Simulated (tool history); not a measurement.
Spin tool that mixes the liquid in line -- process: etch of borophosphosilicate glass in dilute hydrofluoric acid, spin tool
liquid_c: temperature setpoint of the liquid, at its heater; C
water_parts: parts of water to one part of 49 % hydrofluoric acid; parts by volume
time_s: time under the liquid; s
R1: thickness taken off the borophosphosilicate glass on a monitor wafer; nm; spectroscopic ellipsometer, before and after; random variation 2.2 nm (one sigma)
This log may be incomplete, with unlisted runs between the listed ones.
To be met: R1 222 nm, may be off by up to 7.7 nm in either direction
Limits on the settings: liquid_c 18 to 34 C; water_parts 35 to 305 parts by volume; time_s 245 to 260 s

run 1 hour=0 | liquid_c=26 water_parts=170 time_s=245 | R1=100.4
run 2 hour=7.1 | liquid_c=26 water_parts=170 time_s=245 | R1=102.2
run 3 hour=11 | liquid_c=28 water_parts=150 time_s=245 | R1=124.73
run 4 hour=15.4 | liquid_c=28 water_parts=150 time_s=245 | R1=124.47
run 5 hour=20 | liquid_c=28 water_parts=150 time_s=260 | R1=134.09
run 6 hour=25.4 | liquid_c=29.5 water_parts=135 time_s=260 | R1=156.43
run 7 hour=29 | liquid_c=30.5 water_parts=125 time_s=260 | R1=178.79
run 8 hour=36.5 | liquid_c=31.5 water_parts=120 time_s=260 | R1=197.41
run 9 hour=37.7 | liquid_c=32 water_parts=120 time_s=260 | R1=198.6
run 10 hour=43.2 | liquid_c=32.5 water_parts=120 time_s=260 | R1=199.64
run 11 hour=46.5 | liquid_c=34 water_parts=110 time_s=260 | R1=236.84

Which of these 5 next moves meets every target?
run A hour=49.8 | liquid_c=34 water_parts=100 time_s=255 | R1=?
run B hour=49.8 | liquid_c=29 water_parts=100 time_s=260 | R1=?
run C hour=49.8 | liquid_c=34 water_parts=100 time_s=260 | R1=?
run D hour=49.8 | liquid_c=34 water_parts=105 time_s=260 | R1=?
run E hour=49.8 | liquid_c=31.5 water_parts=90 time_s=245 | R1=?

move=A R1=259.68
move=B R1=220.08
move=C R1=264.77
move=D R1=250.23
move=E R1=256.78
A: its largest miss is bigger than the last run's
B: every result within its allowed miss
C: its largest miss is bigger than the last run's
D: its largest miss is bigger than the last run's
E: its largest miss is bigger than the last run's
Answer: B

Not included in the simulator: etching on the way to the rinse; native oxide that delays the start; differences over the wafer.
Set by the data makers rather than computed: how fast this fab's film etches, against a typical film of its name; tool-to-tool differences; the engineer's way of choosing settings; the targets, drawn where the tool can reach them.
